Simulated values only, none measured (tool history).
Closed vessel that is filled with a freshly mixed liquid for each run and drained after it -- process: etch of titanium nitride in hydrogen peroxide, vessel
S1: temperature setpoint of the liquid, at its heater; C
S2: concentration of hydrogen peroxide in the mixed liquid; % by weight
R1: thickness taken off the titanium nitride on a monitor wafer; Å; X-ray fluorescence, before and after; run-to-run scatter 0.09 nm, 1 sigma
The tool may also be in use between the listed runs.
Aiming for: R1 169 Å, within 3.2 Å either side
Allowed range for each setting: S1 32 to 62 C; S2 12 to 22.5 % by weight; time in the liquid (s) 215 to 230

{"run": 1, "day": 0.0, "S1": 46, "S2": 15.5, "time in the liquid (s)": 215, "R1": 136.16}
{"run": 2, "day": 0.271, "S1": 46.5, "S2": 15.5, "time in the liquid (s)": 215, "R1": 141.4}
{"run": 3, "day": 0.629, "S1": 40.5, "S2": 15.5, "time in the liquid (s)": 215, "R1": 89.809}
{"run": 4, "day": 0.888, "S1": 42.5, "S2": 15.5, "time in the liquid (s)": 215, "R1": 105.21}
{"run": 5, "day": 1.204, "S1": 44, "S2": 15.5, "time in the liquid (s)": 215, "R1": 118.5}
{"run": 6, "day": 1.55, "S1": 44, "S2": 18, "time in the liquid (s)": 215, "R1": 121.49}
{"run": 7, "day": 1.788, "S1": 45, "S2": 18, "time in the liquid (s)": 215, "R1": 131.22}
{"run": 8, "day": 1.858, "S1": 46, "S2": 18, "time in the liquid (s)": 215, "R1": 142.5}
{"run": 9, "day": 2.225, "S1": 46, "S2": 18, "time in the liquid (s)": 215, "R1": 141.94}
{"run": 10, "day": 2.438, "S1": 46.5, "S2": 18, "time in the liquid (s)": 215, "R1": 146.12}
{"run": 11, "day": 2.575, "S1": 49, "S2": 18, "time in the liquid (s)": 215, "R1": 174.07}

Which of these 4 next moves meets every target?
{"run": "A", "day": 2.712, "S1": 48, "S2": 21, "time in the liquid (s)": 215, "R1": "?"}
{"run": "B", "day": 2.712, "S1": 49.5, "S2": 16, "time in the liquid (s)": 215, "R1": "?"}
{"run": "C", "day": 2.712, "S1": 47, "S2": 17, "time in the liquid (s)": 230, "R1": "?"}
{"run": "D", "day": 2.712, "S1": 49, "S2": 18.5, "time in the liquid (s)": 215, "R1": "?"}

move=A R1=169.42
move=B R1=178.33
move=C R1=160.99
move=D R1=177.35
A: each result inside its tolerance
B: the biggest miss grows against the last run
C: takes the result that was furthest off past its target
D: the biggest miss grows against the last run
Correct choice: A, which meets every target

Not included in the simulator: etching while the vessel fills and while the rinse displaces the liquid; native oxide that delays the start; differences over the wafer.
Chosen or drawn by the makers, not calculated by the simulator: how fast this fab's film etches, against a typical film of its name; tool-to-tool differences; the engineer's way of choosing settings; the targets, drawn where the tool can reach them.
